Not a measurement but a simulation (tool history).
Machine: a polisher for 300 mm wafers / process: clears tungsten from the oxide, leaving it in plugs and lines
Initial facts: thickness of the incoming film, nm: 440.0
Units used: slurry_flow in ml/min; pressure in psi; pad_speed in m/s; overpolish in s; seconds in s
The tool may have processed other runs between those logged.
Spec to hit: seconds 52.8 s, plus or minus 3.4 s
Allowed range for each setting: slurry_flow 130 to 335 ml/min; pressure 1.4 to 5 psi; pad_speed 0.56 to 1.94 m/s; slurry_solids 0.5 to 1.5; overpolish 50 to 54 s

run	hour	slurry_flow	pressure	pad_speed	slurry_solids	overpolish	seconds
1	0	215	3.2	1.24	1	50	80.065
2	7.6	215	3.2	1.24	1.2	50	80.365
3	9.5	215	3.4	1.26	1.2	50	72.771
4	13.2	215	3.7	1.26	1.2	50	68.563
5	16.9	160	3.7	1.26	1.2	50	71.192
6	25.1	160	3.8	1.26	1.2	50	68.573
7	30.5	160	3.9	1.26	1.2	50	67.587
8	32.1	160	4	1.26	1.2	50	67.399
9	37.5	160	4.1	1.28	1.2	50	62.741

5 next moves are on the table. One of them brings every result within its allowed miss. Which?
A	42.9	130	4.8	0.82	1.3	50	?
B	42.9	150	5	1.52	1.05	52	?
C	42.9	170	4.2	1.46	1.2	50	?
D	42.9	155	4.9	1.52	1.25	50	?
E	42.9	215	4.8	1.52	1.3	50	?

move	seconds
A	85.34
B	45.904
C	54.434
D	45.318
E	44.229
A: the biggest miss grows against the last run
B: takes the biggest miss from the last run beyond its target
C: each result inside its tolerance
D: takes the biggest miss from the last run beyond its target
E: takes the biggest miss from the last run beyond its target
The move that meets every target is C.

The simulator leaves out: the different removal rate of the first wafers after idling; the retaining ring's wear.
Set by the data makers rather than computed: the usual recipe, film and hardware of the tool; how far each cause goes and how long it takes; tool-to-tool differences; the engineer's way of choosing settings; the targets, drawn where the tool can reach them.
